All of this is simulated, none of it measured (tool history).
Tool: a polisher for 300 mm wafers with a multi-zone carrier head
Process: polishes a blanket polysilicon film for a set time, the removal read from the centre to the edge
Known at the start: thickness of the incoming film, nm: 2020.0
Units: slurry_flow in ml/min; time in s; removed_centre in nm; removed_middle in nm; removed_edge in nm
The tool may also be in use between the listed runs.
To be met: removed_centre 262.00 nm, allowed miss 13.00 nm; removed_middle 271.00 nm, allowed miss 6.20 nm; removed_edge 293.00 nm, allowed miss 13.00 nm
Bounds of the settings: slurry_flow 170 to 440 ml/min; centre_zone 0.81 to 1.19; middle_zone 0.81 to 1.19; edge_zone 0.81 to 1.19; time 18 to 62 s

run  hour  slurry_flow  centre_zone  middle_zone  edge_zone  time  removed_centre  removed_middle  removed_edge
  1   0.0          280         1.00         1.00       1.00    40          501.06          489.96        503.37
  2   4.3          280         1.00         1.00       1.04    40          509.18          494.46        515.15
  3  10.1          280         1.06         1.00       1.04    40          527.79          491.74        524.22
  4  13.9          280         1.06         1.00       1.10    40          531.41          495.19        531.38
  5  18.7          240         1.06         1.00       1.10    40          515.41          484.92        528.65
  6  24.0          235         1.02         0.98       1.07    36          444.39          428.74        460.07
  7  29.1          225         0.99         0.96       1.05    34          401.77          389.91        433.68
  8  32.0          225         0.97         0.95       1.02    32          380.27          367.20        400.09
  9  38.2          225         0.97         0.95       1.02    32          368.59          370.81        398.63
 10  45.7          215         0.87         0.85       0.92    21          215.60          218.33        251.08
 11  50.3          295         0.96         0.95       1.02    20          239.10          235.20        257.91
 12  53.1          285         0.97         0.97       1.04    20          248.23          242.95        253.46
 13  56.6          285         0.96         0.97       1.06    21          247.01          250.46        273.31
 14  64.9          280         0.97         0.98       1.07    21          251.98          254.84        279.49
 15  73.4          275         0.97         0.99       1.08    21          256.03          254.89        267.31
 16  78.2          280         0.96         0.99       1.09    21          252.83          255.63        281.93

Which of these 4 next moves meets every target?
  A  83.0          290         1.01         0.87       1.18    22               ?               ?             ?
  B  83.0          370         0.91         0.97       1.06    22               ?               ?             ?
  C  83.0          285         0.93         0.92       1.00    22               ?               ?             ?
  D  83.0          280         0.95         1.03       1.09    20               ?               ?             ?

move  removed_centre  removed_middle  removed_edge
   A          281.92          241.17        304.47
   B          260.56          270.45        293.04
   C          258.96          252.29        279.56
   D          240.18          251.64        264.39
A: further off than the last run
B: meets every target
C: further off than the last run
D: further off than the last run
The right move is B.
